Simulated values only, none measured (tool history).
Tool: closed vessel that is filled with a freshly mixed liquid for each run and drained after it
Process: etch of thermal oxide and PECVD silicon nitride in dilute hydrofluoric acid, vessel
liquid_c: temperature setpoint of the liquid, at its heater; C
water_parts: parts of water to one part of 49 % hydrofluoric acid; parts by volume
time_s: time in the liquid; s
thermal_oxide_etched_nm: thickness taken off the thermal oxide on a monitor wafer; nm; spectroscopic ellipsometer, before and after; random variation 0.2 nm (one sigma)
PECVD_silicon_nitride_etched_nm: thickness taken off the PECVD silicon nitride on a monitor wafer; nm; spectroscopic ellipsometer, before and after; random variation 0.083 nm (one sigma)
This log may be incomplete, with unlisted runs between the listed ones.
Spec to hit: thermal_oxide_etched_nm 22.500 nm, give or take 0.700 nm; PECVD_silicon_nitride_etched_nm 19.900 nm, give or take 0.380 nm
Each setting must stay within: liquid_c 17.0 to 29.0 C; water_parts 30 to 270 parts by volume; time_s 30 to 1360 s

run  hour  liquid_c  water_parts  time_s  thermal_oxide_etched_nm  PECVD_silicon_nitride_etched_nm
  1   0.0      21.0          150     695                   19.009                           19.708
  2   3.1      20.5          145     685                   18.999                           19.213
  3   4.7      20.0          140     675                   19.433                           18.986
  4   9.7      20.0          135     670                   19.831                           19.582
  5  16.8      20.0          135     895                   26.646                           25.864
  6  18.9      19.5          135     895                   25.881                           25.168
  7  22.4      19.0          135     890                   25.170                           24.327
  8  30.2      18.5          135     880                   24.223                           23.307
  9  31.7      18.5          135     865                   24.087                           22.802

Next run, 4 choices. One meets every target within its allowed miss, the rest don't. Which?
  A  33.2      17.0          115     720                        ?                                ?
  B  33.2      24.0          190     975                        ?                                ?
  C  33.2      25.0          210    1055                        ?                                ?
  D  33.2      18.5          130     775                        ?                                ?

move  thermal_oxide_etched_nm  PECVD_silicon_nitride_etched_nm
   A                   22.600                           20.149
   B                   22.577                           26.617
   C                   22.437                           27.771
   D                   22.547                           21.353
A: each result inside its tolerance
B: misses by more than the last run did
C: misses by more than the last run did
D: gains on the last run, yet a result remains outside its allowed miss
Move A is the one to make.
